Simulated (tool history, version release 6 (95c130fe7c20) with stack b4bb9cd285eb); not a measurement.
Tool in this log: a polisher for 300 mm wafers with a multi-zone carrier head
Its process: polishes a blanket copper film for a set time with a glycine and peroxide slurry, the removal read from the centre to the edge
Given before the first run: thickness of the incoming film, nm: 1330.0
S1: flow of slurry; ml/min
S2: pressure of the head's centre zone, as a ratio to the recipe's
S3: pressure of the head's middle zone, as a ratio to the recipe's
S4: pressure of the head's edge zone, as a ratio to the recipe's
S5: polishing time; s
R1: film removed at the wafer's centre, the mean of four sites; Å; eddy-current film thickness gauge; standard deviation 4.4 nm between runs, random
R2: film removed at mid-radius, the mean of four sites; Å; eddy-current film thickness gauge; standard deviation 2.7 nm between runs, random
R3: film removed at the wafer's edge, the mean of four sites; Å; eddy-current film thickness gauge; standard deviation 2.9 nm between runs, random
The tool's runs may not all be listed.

run,day,S1,S2,S3,S4,S5,R1,R2,R3
1,0,215,1,1,1,84,4404.8,4267.3,4376.9
2,0.033,215,1,1,1,73,3796.4,3771.7,3826.7
3,0.125,210,1.01,0.98,0.99,73,3906.4,3644.3,3766.5
4,0.317,210,1.01,0.98,1.04,73,3822.5,3652.5,3948.9
5,0.592,205,1.01,0.96,1.03,73,3769.6,3552.9,3925.3
6,0.867,205,1.01,0.96,0.97,73,3834.1,3564.7,3774.7
# day 1.054: slurry nozzle cleaned
7,1.054,200,1.02,0.95,0.96,73,4170.7,3774,3921.2
8,1.375,200,1.02,0.95,0.96,73,4155.9,3794.8,3943.6
9,1.562,205,1.03,0.94,0.96,71,3988.8,3688.4,3870.3
10,1.6,190,1.03,0.92,0.95,69,3923.7,3457.6,3710.9
11,1.808,185,1.03,0.91,0.94,68,3832.3,3368.4,3561

The next listed run, before its measurement:
12,1.921,180,1.03,0.9,0.94,68,?,?,?

{"run 12": {"R1": 3808.8, "R2": 3295.6, "R3": 3583.4}}
